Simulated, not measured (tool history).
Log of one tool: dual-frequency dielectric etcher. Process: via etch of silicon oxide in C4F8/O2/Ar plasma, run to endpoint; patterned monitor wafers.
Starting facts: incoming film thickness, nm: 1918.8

{"run": 1, "hour": 0.0, "source power (W)": 1470, "bias power (W)": 2720, "endpoint time (s)": 396.91}
{"run": 2, "hour": 6.2, "source power (W)": 1330, "bias power (W)": 2720, "endpoint time (s)": 407.25}
{"run": 3, "hour": 12.0, "source power (W)": 1240, "bias power (W)": 2720, "endpoint time (s)": 417.01}
{"run": 4, "hour": 15.8, "source power (W)": 1180, "bias power (W)": 2706, "endpoint time (s)": 426.08}
{"run": 5, "hour": 18.7, "source power (W)": 1360, "bias power (W)": 2706, "endpoint time (s)": 406.63}
{"run": 6, "hour": 21.2, "source power (W)": 1290, "bias power (W)": 2690, "endpoint time (s)": 414.15}
{"run": 7, "hour": 23.9, "source power (W)": 1230, "bias power (W)": 2677, "endpoint time (s)": 419.71}
{"run": 8, "hour": 25.5, "source power (W)": 1180, "bias power (W)": 2664, "endpoint time (s)": 429.12}
{"run": 9, "hour": 34.3, "source power (W)": 1150, "bias power (W)": 2658, "endpoint time (s)": 429.58}

The next listed run, before its measurement:
{"run": 10, "hour": 36.5, "source power (W)": 1110, "bias power (W)": 2650, "endpoint time (s)": "?"}

endpoint time (s): 436.67
